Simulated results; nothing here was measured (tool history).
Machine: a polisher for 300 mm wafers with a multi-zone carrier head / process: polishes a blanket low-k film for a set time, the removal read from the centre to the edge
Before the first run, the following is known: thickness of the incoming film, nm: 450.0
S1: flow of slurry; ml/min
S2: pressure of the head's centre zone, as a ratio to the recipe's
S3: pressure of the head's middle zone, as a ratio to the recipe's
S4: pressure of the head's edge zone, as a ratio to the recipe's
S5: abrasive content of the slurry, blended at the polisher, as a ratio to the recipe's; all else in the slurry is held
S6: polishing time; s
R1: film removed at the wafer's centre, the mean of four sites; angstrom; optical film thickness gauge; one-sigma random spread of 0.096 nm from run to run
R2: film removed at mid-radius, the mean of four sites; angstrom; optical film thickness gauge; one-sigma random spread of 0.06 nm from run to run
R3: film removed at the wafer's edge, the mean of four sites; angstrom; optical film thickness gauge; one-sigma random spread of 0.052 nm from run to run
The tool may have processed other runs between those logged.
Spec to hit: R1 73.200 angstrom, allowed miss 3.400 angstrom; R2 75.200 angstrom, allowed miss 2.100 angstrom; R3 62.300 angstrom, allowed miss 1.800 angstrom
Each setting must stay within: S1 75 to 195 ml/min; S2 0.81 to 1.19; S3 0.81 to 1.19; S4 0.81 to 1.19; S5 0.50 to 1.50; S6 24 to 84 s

Run 1, hour 0.0: S1 125 ml/min, S2 1.00, S3 1.00, S4 1.00, S5 1.00, S6 54 s. Result: R1 116.280 angstrom, R2 112.990 angstrom, R3 111.900 angstrom.
Run 2, hour 7.6: S1 125 ml/min, S2 1.00, S3 1.00, S4 1.00, S5 1.15, S6 54 s. Result: R1 120.880 angstrom, R2 119.960 angstrom, R3 118.770 angstrom.
Run 3, hour 9.9: S1 125 ml/min, S2 1.00, S3 1.00, S4 1.00, S5 1.15, S6 43 s. Result: R1 96.406 angstrom, R2 93.549 angstrom, R3 94.480 angstrom.
Run 4, hour 12.2: S1 120 ml/min, S2 1.00, S3 1.04, S4 0.94, S5 0.95, S6 42 s. Result: R1 85.241 angstrom, R2 88.035 angstrom, R3 83.399 angstrom.
Run 5, hour 15.1: S1 120 ml/min, S2 1.00, S3 1.04, S4 0.94, S5 1.00, S6 42 s. Result: R1 88.505 angstrom, R2 89.362 angstrom, R3 84.277 angstrom.
Run 6, hour 23.5: S1 120 ml/min, S2 1.00, S3 1.04, S4 0.94, S5 0.90, S6 42 s. Result: R1 85.234 angstrom, R2 86.485 angstrom, R3 80.786 angstrom.
Run 7, hour 27.7: S1 115 ml/min, S2 1.01, S3 1.06, S4 0.90, S5 0.75, S6 42 s. Result: R1 77.684 angstrom, R2 80.109 angstrom, R3 72.980 angstrom.
Run 8, hour 32.5: S1 110 ml/min, S2 1.04, S3 1.09, S4 0.87, S5 0.70, S6 42 s. Result: R1 75.337 angstrom, R2 79.356 angstrom, R3 67.202 angstrom.
Run 9, hour 35.7: S1 100 ml/min, S2 1.05, S3 1.09, S4 0.86, S5 0.70, S6 42 s. Result: R1 73.788 angstrom, R2 75.431 angstrom, R3 66.400 angstrom.
Run 10, hour 42.2: S1 100 ml/min, S2 1.06, S3 1.10, S4 0.84, S5 0.70, S6 42 s. Result: R1 74.922 angstrom, R2 76.540 angstrom, R3 65.817 angstrom.
Run 11, hour 42.8: S1 100 ml/min, S2 1.07, S3 1.11, S4 0.83, S5 0.70, S6 42 s. Result: R1 74.427 angstrom, R2 76.785 angstrom, R3 65.479 angstrom.
Run 12, hour 44.1: S1 100 ml/min, S2 1.07, S3 1.11, S4 0.83, S5 0.70, S6 42 s. Result: R1 76.663 angstrom, R2 77.142 angstrom, R3 66.983 angstrom.
Run 13, hour 53.1: S1 100 ml/min, S2 1.07, S3 1.11, S4 0.83, S5 0.70, S6 42 s. Result: R1 75.493 angstrom, R2 76.628 angstrom, R3 66.380 angstrom.

Pick the move, out of 4, that brings all results within their allowed miss; only one does.
Run A, hour 62.1: S1 95 ml/min, S2 1.06, S3 1.04, S4 0.81, S5 0.75, S6 44 s. Result: R1 ?, R2 ?, R3 ?.
Run B, hour 62.1: S1 110 ml/min, S2 1.10, S3 1.13, S4 0.81, S5 0.60, S6 45 s. Result: R1 ?, R2 ?, R3 ?.
Run C, hour 62.1: S1 80 ml/min, S2 0.93, S3 1.02, S4 0.88, S5 0.95, S6 43 s. Result: R1 ?, R2 ?, R3 ?.
Run D, hour 62.1: S1 110 ml/min, S2 1.12, S3 1.19, S4 0.91, S5 0.50, S6 44 s. Result: R1 ?, R2 ?, R3 ?.

move      R1      R2      R3
   A  79.676  77.045  69.401
   B  80.533  79.912  65.992
   C  70.006  76.855  74.691
   D  73.474  74.816  62.218
A: moves away from the targets compared with the last run
B: no better and no worse than the last run
C: moves away from the targets compared with the last run
D: all results in spec
So the answer is move D, the one that meets all the targets.
